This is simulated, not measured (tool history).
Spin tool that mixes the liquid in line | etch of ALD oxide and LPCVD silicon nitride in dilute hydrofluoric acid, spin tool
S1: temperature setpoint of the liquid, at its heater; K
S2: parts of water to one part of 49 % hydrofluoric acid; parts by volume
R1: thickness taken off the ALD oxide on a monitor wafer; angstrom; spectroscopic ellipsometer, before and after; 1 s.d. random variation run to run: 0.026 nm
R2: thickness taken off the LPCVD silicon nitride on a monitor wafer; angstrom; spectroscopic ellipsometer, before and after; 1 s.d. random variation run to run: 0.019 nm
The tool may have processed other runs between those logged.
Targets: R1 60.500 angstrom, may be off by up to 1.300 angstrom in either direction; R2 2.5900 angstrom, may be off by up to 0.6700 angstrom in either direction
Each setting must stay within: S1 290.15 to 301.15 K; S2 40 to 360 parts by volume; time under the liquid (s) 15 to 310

{"run": 1, "day": 0.0, "S1": 293.15, "S2": 200, "time under the liquid (s)": 160, "R1": 77.238, "R2": 3.3583}
{"run": 2, "day": 0.183, "S1": 296.15, "S2": 200, "time under the liquid (s)": 160, "R1": 86.263, "R2": 4.0417}
{"run": 3, "day": 0.346, "S1": 294.65, "S2": 200, "time under the liquid (s)": 160, "R1": 81.149, "R2": 3.2218}
{"run": 4, "day": 0.412, "S1": 294.65, "S2": 145, "time under the liquid (s)": 160, "R1": 118.43, "R2": 4.5455}
{"run": 5, "day": 0.45, "S1": 294.65, "S2": 145, "time under the liquid (s)": 225, "R1": 166.31, "R2": 6.4339}
{"run": 6, "day": 0.525, "S1": 297.65, "S2": 145, "time under the liquid (s)": 225, "R1": 188.33, "R2": 8.135}
{"run": 7, "day": 0.771, "S1": 296.65, "S2": 160, "time under the liquid (s)": 225, "R1": 161.03, "R2": 6.8067}
{"run": 8, "day": 1.071, "S1": 296.15, "S2": 170, "time under the liquid (s)": 225, "R1": 147.48, "R2": 6.0254}
{"run": 9, "day": 1.321, "S1": 295.65, "S2": 180, "time under the liquid (s)": 225, "R1": 135.27, "R2": 6.0317}
{"run": 10, "day": 1.629, "S1": 295.15, "S2": 190, "time under the liquid (s)": 225, "R1": 124.27, "R2": 5.8528}
{"run": 11, "day": 1.958, "S1": 291.15, "S2": 270, "time under the liquid (s)": 220, "R1": 67.527, "R2": 2.8029}
{"run": 12, "day": 1.983, "S1": 290.65, "S2": 280, "time under the liquid (s)": 220, "R1": 63.99, "R2": 2.3401}
{"run": 13, "day": 2.017, "S1": 291.65, "S2": 290, "time under the liquid (s)": 220, "R1": 63.465, "R2": 2.6399}

Of the 5 settings listed for the next run, only one would bring every result within its allowed miss of target. Which one?
{"run": "A", "day": 2.05, "S1": 291.15, "S2": 280, "time under the liquid (s)": 230, "R1": "?", "R2": "?"}
{"run": "B", "day": 2.05, "S1": 292.15, "S2": 235, "time under the liquid (s)": 180, "R1": "?", "R2": "?"}
{"run": "C", "day": 2.05, "S1": 291.65, "S2": 275, "time under the liquid (s)": 195, "R1": "?", "R2": "?"}
{"run": "D", "day": 2.05, "S1": 294.15, "S2": 290, "time under the liquid (s)": 205, "R1": "?", "R2": "?"}
{"run": "E", "day": 2.05, "S1": 299.65, "S2": 340, "time under the liquid (s)": 210, "R1": "?", "R2": "?"}

move=A R1=68.178 R2=2.9864
move=B R1=68.803 R2=2.9534
move=C R1=60.227 R2=2.6604
move=D R1=64.843 R2=3.1100
move=E R1=65.010 R2=3.7818
A: its largest miss is bigger than the last run's
B: its largest miss is bigger than the last run's
C: all results land within tolerance of their targets
D: its largest miss is bigger than the last run's
E: its largest miss is bigger than the last run's
C meets every target.

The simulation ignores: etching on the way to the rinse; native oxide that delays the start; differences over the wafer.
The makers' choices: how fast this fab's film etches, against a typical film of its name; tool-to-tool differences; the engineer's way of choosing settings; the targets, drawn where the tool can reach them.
